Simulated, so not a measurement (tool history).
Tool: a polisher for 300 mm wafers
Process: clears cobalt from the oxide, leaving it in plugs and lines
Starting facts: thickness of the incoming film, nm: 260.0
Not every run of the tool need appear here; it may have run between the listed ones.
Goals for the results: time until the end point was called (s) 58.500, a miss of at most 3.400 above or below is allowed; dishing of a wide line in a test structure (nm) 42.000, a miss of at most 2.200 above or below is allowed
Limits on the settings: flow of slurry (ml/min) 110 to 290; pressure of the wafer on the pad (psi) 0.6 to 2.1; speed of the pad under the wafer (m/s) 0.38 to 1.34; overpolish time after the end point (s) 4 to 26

| run | hour | flow of slurry (ml/min) | pressure of the wafer on the pad (psi) | speed of the pad under the wafer (m/s) | overpolish time after the end point (s) | time until the end point was called (s) | dishing of a wide line in a test structure (nm) |
|---|---|---|---|---|---|---|---|
| 1 | 0.0 | 185 | 1.3 | 0.86 | 13 | 88.212 | 25.473 |
| 2 | 0.7 | 185 | 1.3 | 1.06 | 13 | 72.636 | 29.230 |
| 3 | 6.6 | 165 | 1.3 | 1.06 | 13 | 75.234 | 28.630 |
| 4 | 12.3 | 170 | 1.3 | 1.06 | 14 | 75.250 | 29.922 |
| 5 | 13.4 | 170 | 1.3 | 0.94 | 14 | 83.936 | 27.894 |
| 6 | 18.5 | 170 | 1.0 | 0.94 | 14 | 104.250 | 23.810 |
| 7 | 22.4 | 175 | 1.1 | 0.94 | 14 | 93.265 | 26.039 |
| 8 | 28.6 | 180 | 1.2 | 0.94 | 14 | 89.134 | 27.702 |
| 9 | 34.3 | 190 | 1.3 | 0.94 | 14 | 79.935 | 28.787 |
| 10 | 41.8 | 195 | 1.4 | 0.94 | 15 | 77.086 | 30.560 |
| 11 | 48.0 | 195 | 1.5 | 0.94 | 16 | 73.914 | 32.390 |
| 12 | 55.0 | 195 | 1.6 | 0.94 | 16 | 67.088 | 33.586 |
| 13 | 59.6 | 195 | 1.6 | 0.94 | 17 | 65.350 | 35.543 |
| 14 | 66.8 | 195 | 1.7 | 0.96 | 19 | 60.669 | 39.187 |
| 15 | 71.0 | 200 | 1.7 | 0.96 | 20 | 62.057 | 39.684 |

Of the 5 settings listed for the next run, only one would bring every result within its allowed miss of target. Which one?
| A | 75.2 | 185 | 1.6 | 1.06 | 18 | ? | ? |
| B | 75.2 | 165 | 1.7 | 0.92 | 17 | ? | ? |
| C | 75.2 | 175 | 1.9 | 0.94 | 17 | ? | ? |
| D | 75.2 | 180 | 1.7 | 1.02 | 22 | ? | ? |
| E | 75.2 | 210 | 1.9 | 1.06 | 15 | ? | ? |

| move | time until the end point was called (s) | dishing of a wide line in a test structure (nm) |
|---|---|---|
| A | 60.334 | 37.646 |
| B | 66.587 | 35.080 |
| C | 58.527 | 37.199 |
| D | 59.541 | 40.860 |
| E | 50.920 | 37.388 |
A: moves away from the targets compared with the last run
B: moves away from the targets compared with the last run
C: moves away from the targets compared with the last run
D: each result inside its tolerance
E: moves away from the targets compared with the last run
The right move is D.
